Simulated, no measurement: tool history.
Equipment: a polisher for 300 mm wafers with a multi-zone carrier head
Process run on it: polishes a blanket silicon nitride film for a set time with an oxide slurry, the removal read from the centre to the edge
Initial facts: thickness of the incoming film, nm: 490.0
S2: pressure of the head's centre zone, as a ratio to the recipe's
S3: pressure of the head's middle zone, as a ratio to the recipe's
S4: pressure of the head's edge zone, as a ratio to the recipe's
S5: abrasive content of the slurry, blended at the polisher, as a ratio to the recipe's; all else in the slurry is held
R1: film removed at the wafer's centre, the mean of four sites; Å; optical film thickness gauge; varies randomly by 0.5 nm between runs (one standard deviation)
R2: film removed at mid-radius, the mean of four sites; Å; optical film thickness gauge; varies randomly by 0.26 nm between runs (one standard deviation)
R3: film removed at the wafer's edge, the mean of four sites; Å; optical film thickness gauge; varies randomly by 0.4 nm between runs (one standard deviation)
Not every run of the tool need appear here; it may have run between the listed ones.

{"run": 1, "hour": 0.0, "flow of slurry (ml/min)": 150, "S2": 1, "S3": 1, "S4": 1, "S5": 1, "polishing time (s)": 51, "R1": 315.08, "R2": 308.9, "R3": 313.01}
{"run": 2, "hour": 2.3, "flow of slurry (ml/min)": 150, "S2": 0.96, "S3": 1, "S4": 1, "S5": 1, "polishing time (s)": 51, "R1": 306.2, "R2": 302.96, "R3": 308.51}
{"run": 3, "hour": 8.8, "flow of slurry (ml/min)": 150, "S2": 0.96, "S3": 1, "S4": 0.92, "S5": 1, "polishing time (s)": 51, "R1": 308.62, "R2": 302.1, "R3": 299.78}
{"run": 4, "hour": 17.4, "flow of slurry (ml/min)": 155, "S2": 0.95, "S3": 0.99, "S4": 1, "S5": 1.15, "polishing time (s)": 51, "R1": 331.95, "R2": 332.59, "R3": 344.83}
{"run": 5, "hour": 20.8, "flow of slurry (ml/min)": 155, "S2": 0.95, "S3": 0.99, "S4": 1, "S5": 1, "polishing time (s)": 51, "R1": 298.67, "R2": 301.85, "R3": 314.91}
{"run": 6, "hour": 27.1, "flow of slurry (ml/min)": 155, "S2": 0.89, "S3": 0.99, "S4": 1, "S5": 1, "polishing time (s)": 51, "R1": 294.79, "R2": 303.5, "R3": 318.52}
{"run": 7, "hour": 28.2, "flow of slurry (ml/min)": 170, "S2": 0.91, "S3": 0.98, "S4": 1.04, "S5": 1.1, "polishing time (s)": 51, "R1": 310.72, "R2": 325.4, "R3": 347.86}

Predict the results of run 8:
{"run": 8, "hour": 34.4, "flow of slurry (ml/min)": 180, "S2": 0.94, "S3": 0.97, "S4": 1.07, "S5": 1.15, "polishing time (s)": 51, "R1": "?", "R2": "?", "R3": "?"}

Logged for run 8: R1 338.16 Å, R2 332.17 Å, R3 357.57 Å.
